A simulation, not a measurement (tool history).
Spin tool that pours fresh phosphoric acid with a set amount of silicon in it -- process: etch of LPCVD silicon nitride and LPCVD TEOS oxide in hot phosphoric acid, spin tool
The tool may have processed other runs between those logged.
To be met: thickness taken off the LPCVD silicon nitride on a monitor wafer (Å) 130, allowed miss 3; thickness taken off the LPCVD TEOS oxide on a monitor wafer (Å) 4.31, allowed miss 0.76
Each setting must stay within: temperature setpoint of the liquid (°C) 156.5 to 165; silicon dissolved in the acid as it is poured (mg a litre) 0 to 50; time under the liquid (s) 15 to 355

run,hour,temperature setpoint of the liquid (°C),silicon dissolved in the acid as it is poured (mg a litre),time under the liquid (s),thickness taken off the LPCVD silicon nitride on a monitor wafer (Å),thickness taken off the LPCVD TEOS oxide on a monitor wafer (Å)
1,0,160,23.5,180,150.45,3.9635
2,1,160,23.5,230,193.49,5.1214
3,6.4,159.5,20.5,215,177.6,4.9107
4,12.4,159.5,20.5,295,243.84,7.1391
5,21.5,158,20.5,295,231.13,6.5125
6,23.2,159,20.5,295,239.06,7.5611
7,28.5,158.5,17.5,260,206.66,6.7468
8,29.3,158,17,235,183.4,5.4728
9,32.8,158,15,210,164.23,5.5447
10,40.4,157.5,14.5,195,150.88,4.5515
11,46.5,157.5,13,185,143.05,4.6572
12,50.4,157.5,12.5,180,138.5,4.7693

Which one of the following 5 next-run settings gets every result inside its allowed miss? There is exactly one.
A,54.3,157.5,27.5,170,?,?
B,54.3,156.5,29,175,?,?
C,54.3,158.5,21,175,?,?
D,54.3,157.5,11.5,170,?,?
E,54.3,158,22,190,?,?

move,thickness taken off the LPCVD silicon nitride on a monitor wafer (Å),thickness taken off the LPCVD TEOS oxide on a monitor wafer (Å)
A,130.65,3.0059
B,129.99,2.7138
C,139.13,4.1228
D,130.65,4.7548
E,148.52,4.1853
A: brings the result that was furthest off to its target, and leaves another outside
B: brings the result that was furthest off to its target, and leaves another outside
C: moves away from the targets compared with the last run
D: all results in spec
E: moves away from the targets compared with the last run
The right move is D.

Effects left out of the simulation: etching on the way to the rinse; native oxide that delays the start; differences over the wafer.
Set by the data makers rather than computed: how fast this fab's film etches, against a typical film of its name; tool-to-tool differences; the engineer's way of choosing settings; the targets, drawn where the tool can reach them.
